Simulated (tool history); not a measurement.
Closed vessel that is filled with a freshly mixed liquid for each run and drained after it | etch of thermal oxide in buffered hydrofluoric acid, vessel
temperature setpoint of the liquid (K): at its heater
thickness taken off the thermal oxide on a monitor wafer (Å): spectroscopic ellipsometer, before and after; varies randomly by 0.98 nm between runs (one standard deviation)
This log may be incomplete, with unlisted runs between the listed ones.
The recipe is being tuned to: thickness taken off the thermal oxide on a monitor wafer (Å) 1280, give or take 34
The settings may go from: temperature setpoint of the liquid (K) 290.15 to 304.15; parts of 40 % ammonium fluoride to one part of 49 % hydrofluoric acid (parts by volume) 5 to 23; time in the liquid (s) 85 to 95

| run | hour | temperature setpoint of the liquid (K) | parts of 40 % ammonium fluoride to one part of 49 % hydrofluoric acid (parts by volume) | time in the liquid (s) | thickness taken off the thermal oxide on a monitor wafer (Å) |
|---|---|---|---|---|---|
| 1 | 0 | 296.15 | 14 | 85 | 582.22 |
| 2 | 2.4 | 296.15 | 11 | 85 | 727.66 |
| 3 | 4.6 | 298.65 | 10.5 | 85 | 874.46 |
| 4 | 11.4 | 298.65 | 12.5 | 85 | 730.52 |
| 5 | 13.7 | 300.15 | 11.5 | 85 | 860.75 |
| 6 | 20.5 | 300.15 | 11.5 | 85 | 870.11 |
| 7 | 23 | 301.15 | 11 | 85 | 951.89 |
| 8 | 28.1 | 302.15 | 10.5 | 85 | 1038.6 |
| 9 | 37.1 | 304.15 | 8.5 | 85 | 1420.4 |
|  | 41.1 | hydrofluoric acid flow meter replaced |
| 10 | 41.1 | 303.65 | 8.5 | 85 | 1525 |
| 11 | 47.9 | 302.65 | 8.5 | 85 | 1442.3 |

Which single option among these 4 for the next run brings every result within its allowed miss of target? Just one does.
| A | 54.7 | 299.65 | 7.5 | 90 | ? |
| B | 54.7 | 299.15 | 8 | 85 | ? |
| C | 54.7 | 302.15 | 8 | 95 | ? |
| D | 54.7 | 302.65 | 9 | 85 | ? |

| move | thickness taken off the thermal oxide on a monitor wafer (Å) |
|---|---|
| A | 1496.6 |
| B | 1283.3 |
| C | 1682.6 |
| D | 1360.5 |
A: misses by more than the last run did
B: in spec on every target
C: misses by more than the last run did
D: gains on the last run, yet a result remains outside its allowed miss
Move B is the one to make.

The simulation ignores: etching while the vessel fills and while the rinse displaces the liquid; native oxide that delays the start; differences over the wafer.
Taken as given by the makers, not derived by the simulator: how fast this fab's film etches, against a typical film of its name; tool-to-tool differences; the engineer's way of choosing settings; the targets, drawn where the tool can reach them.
